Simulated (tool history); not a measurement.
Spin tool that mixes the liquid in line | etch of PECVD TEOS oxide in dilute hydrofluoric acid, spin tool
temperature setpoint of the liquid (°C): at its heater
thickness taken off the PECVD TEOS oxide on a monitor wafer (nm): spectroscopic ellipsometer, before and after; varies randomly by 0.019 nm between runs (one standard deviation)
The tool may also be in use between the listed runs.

run    day  temperature setpoint of the liquid (°C)  parts of water to one part of 49 % hydrofluoric acid (parts by volume)  time under the liquid (s)  thickness taken off the PECVD TEOS oxide on a monitor wafer (nm)
  1  0.000                                     25.0                                                                     295                        310                                                            9.5116
  2  0.200                                     28.0                                                                     295                        310                                                           10.5250
  3  0.379                                     27.0                                                                     305                        310                                                            9.7529
  4  0.446                                     26.0                                                                     310                        310                                                            9.2778
  5  0.662                                     28.5                                                                     310                        310                                                           10.0240
  6  0.842                                     27.0                                                                     310                        310                                                            9.5063
  7  1.092                                     26.0                                                                     315                        310                                                            9.0751
  8  1.342                                     25.0                                                                     320                        310                                                            8.5580
  9  1.438                                     24.0                                                                     325                        310                                                            8.1267

Forecast run 10:
 10  1.788                                     23.5                                                                     330                        310                                                                 ?

thickness taken off the PECVD TEOS oxide on a monitor wafer (nm): 7.8355
